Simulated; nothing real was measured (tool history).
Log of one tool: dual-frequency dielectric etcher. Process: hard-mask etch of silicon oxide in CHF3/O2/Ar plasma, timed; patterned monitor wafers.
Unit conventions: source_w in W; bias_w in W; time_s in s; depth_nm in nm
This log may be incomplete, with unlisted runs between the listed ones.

run,hour,source_w,bias_w,time_s,depth_nm
1,0.0,500,172,15.5,28.441
2,7.8,530,174,15.5,29.096
3,12.0,480,174,15.5,27.981
4,20.2,510,176,15.5,28.933
5,26.5,470,176,15.5,27.995
6,33.3,510,179,15.5,28.979

Predict the results of run 7:
7,36.4,510,179,15.5,?

{"run 7": {"depth_nm": 29.102}}
